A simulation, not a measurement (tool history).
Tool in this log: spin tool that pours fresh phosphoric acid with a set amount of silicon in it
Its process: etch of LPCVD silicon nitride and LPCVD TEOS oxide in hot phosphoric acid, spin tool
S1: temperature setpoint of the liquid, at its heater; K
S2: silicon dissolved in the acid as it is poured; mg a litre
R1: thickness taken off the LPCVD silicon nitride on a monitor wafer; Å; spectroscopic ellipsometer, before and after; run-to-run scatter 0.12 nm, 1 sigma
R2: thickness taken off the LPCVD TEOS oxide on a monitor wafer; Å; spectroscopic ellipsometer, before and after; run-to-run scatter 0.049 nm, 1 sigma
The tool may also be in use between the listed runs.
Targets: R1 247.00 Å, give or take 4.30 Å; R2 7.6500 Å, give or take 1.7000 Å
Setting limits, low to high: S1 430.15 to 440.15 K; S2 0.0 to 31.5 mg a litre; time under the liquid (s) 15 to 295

{"run": 1, "hour": 0.0, "S1": 435.15, "S2": 14.0, "time under the liquid (s)": 150, "R1": 151.91, "R2": 4.7571}
{"run": 2, "hour": 8.2, "S1": 435.15, "S2": 7.5, "time under the liquid (s)": 150, "R1": 153.27, "R2": 5.4488}
{"run": 3, "hour": 14.0, "S1": 435.15, "S2": 4.5, "time under the liquid (s)": 150, "R1": 151.39, "R2": 5.7909}
{"run": 4, "hour": 20.1, "S1": 434.15, "S2": 4.5, "time under the liquid (s)": 150, "R1": 148.44, "R2": 5.3318}
{"run": 5, "hour": 25.4, "S1": 434.15, "S2": 4.5, "time under the liquid (s)": 185, "R1": 181.84, "R2": 7.2218}
{"run": 6, "hour": 31.7, "S1": 434.15, "S2": 4.5, "time under the liquid (s)": 220, "R1": 216.46, "R2": 8.7652}
{"run": 7, "hour": 39.8, "S1": 435.15, "S2": 10.0, "time under the liquid (s)": 220, "R1": 223.77, "R2": 7.6818}
{"run": 8, "hour": 48.7, "S1": 436.15, "S2": 11.5, "time under the liquid (s)": 220, "R1": 231.56, "R2": 7.6769}
{"run": 9, "hour": 54.5, "S1": 436.65, "S2": 12.5, "time under the liquid (s)": 220, "R1": 235.13, "R2": 8.5131}

Which single option among these 5 for the next run brings every result within its allowed miss of target? Just one does.
{"run": "A", "hour": 60.3, "S1": 437.65, "S2": 6.5, "time under the liquid (s)": 205, "R1": "?", "R2": "?"}
{"run": "B", "hour": 60.3, "S1": 436.65, "S2": 12.0, "time under the liquid (s)": 205, "R1": "?", "R2": "?"}
{"run": "C", "hour": 60.3, "S1": 437.65, "S2": 0.0, "time under the liquid (s)": 205, "R1": "?", "R2": "?"}
{"run": "D", "hour": 60.3, "S1": 439.15, "S2": 13.0, "time under the liquid (s)": 190, "R1": "?", "R2": "?"}
{"run": "E", "hour": 60.3, "S1": 433.65, "S2": 13.5, "time under the liquid (s)": 255, "R1": "?", "R2": "?"}

move=A R1=226.20 R2=9.2859
move=B R1=218.86 R2=7.6552
move=C R1=226.20 R2=10.5300
move=D R1=220.22 R2=8.3072
move=E R1=246.38 R2=7.3734
A: moves away from the targets compared with the last run
B: moves away from the targets compared with the last run
C: moves away from the targets compared with the last run
D: moves away from the targets compared with the last run
E: in spec on every target
E is the move that brings every result within its allowed miss.

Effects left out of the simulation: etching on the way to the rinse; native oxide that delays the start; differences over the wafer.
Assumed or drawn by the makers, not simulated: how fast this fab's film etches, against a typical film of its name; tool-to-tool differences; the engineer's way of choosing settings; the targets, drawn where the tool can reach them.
